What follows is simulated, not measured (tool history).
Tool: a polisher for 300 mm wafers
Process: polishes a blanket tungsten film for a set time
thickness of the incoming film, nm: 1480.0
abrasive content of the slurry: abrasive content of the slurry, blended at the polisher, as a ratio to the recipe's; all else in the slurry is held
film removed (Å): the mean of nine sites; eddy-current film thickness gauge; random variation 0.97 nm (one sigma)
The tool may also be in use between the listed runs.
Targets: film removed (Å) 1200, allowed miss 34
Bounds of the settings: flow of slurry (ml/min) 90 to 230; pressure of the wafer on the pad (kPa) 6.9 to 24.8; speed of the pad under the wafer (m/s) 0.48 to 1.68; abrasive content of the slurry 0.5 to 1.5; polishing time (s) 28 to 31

run  hour  flow of slurry (ml/min)  pressure of the wafer on the pad (kPa)  speed of the pad under the wafer (m/s)  abrasive content of the slurry  polishing time (s)  film removed (Å)
  1     0                      150                                    15.9                                    1.08                               1                  31            842.73
  2   0.6                      125                                    15.9                                    1.08                               1                  31            815.27
  3   1.9                      125                                    15.9                                    0.94                               1                  31            702.97
  4   6.9                      125                                    15.9                                    0.94                               1                  28            631.89
  5   9.9                      140                                    17.9                                    0.94                               1                  28            731.01
  6  17.5                      150                                    19.3                                    0.96                               1                  28            797.16
  7  24.7                      155                                    20.7                                    0.98                               1                  28            883.08
  8  31.3                      175                                    24.8                                    1.02                               1                  28            1125.3

5 next moves are on the table. One of them brings every result within its allowed miss. Which?
  A  37.9                      170                                    23.4                                    1.04                            1.05                  29                 ?
  B  37.9                      190                                    24.1                                    0.98                            0.95                  28                 ?
  C  37.9                      145                                    24.8                                    1.04                             0.9                  31                 ?
  D  37.9                      180                                    24.8                                    0.92                               1                  30                 ?
  E  37.9                      195                                    24.1                                    0.94                             0.8                  30                 ?

move  film removed (Å)
   A            1128.6
   B            1048.4
   C            1189.3
   D            1091.3
   E            1035.4
A: as far off as the last run
B: further off than the last run
C: meets every target
D: further off than the last run
E: further off than the last run
The right move is C.
